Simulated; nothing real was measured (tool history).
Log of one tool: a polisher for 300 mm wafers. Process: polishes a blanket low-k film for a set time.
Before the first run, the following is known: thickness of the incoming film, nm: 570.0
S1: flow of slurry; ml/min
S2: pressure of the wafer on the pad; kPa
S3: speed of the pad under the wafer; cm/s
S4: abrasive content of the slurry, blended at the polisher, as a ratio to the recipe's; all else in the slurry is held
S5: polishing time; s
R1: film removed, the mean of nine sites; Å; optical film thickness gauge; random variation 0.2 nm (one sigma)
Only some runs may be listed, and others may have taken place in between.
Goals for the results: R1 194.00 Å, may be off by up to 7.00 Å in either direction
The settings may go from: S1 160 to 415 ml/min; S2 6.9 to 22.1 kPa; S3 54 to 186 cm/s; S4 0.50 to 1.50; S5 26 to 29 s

{"run": 1, "hour": 0.0, "S1": 265, "S2": 14.5, "S3": 118, "S4": 1.0, "S5": 29, "R1": 158.04}
{"run": 2, "hour": 5.4, "S1": 265, "S2": 15.2, "S3": 118, "S4": 1.0, "S5": 29, "R1": 164.34}
{"run": 3, "hour": 11.9, "S1": 265, "S2": 15.2, "S3": 118, "S4": 1.0, "S5": 26, "R1": 147.2}
{"run": 4, "hour": 19.8, "S1": 265, "S2": 16.5, "S3": 118, "S4": 1.0, "S5": 26, "R1": 159.52}
{"run": 5, "hour": 27.2, "S1": 265, "S2": 17.2, "S3": 118, "S4": 1.0, "S5": 26, "R1": 164.66}
{"run": 6, "hour": 32.3, "S1": 265, "S2": 17.9, "S3": 118, "S4": 1.0, "S5": 26, "R1": 169.25}
{"run": 7, "hour": 33.5, "S1": 265, "S2": 18.6, "S3": 118, "S4": 1.0, "S5": 26, "R1": 178.34}
{"run": 8, "hour": 36.1, "S1": 265, "S2": 19.3, "S3": 118, "S4": 1.0, "S5": 26, "R1": 181.58}

Which of these 4 next moves meets every target?
{"run": "A", "hour": 38.7, "S1": 310, "S2": 18.6, "S3": 114, "S4": 0.95, "S5": 29, "R1": "?"}
{"run": "B", "hour": 38.7, "S1": 275, "S2": 20.0, "S3": 96, "S4": 1.0, "S5": 26, "R1": "?"}
{"run": "C", "hour": 38.7, "S1": 295, "S2": 20.7, "S3": 110, "S4": 0.75, "S5": 28, "R1": "?"}
{"run": "D", "hour": 38.7, "S1": 220, "S2": 20.0, "S3": 116, "S4": 0.9, "S5": 26, "R1": "?"}

move=A R1=191.00
move=B R1=171.30
move=C R1=173.13
move=D R1=171.98
A: all results in spec
B: its largest miss is bigger than the last run's
C: its largest miss is bigger than the last run's
D: its largest miss is bigger than the last run's
The right move is A.
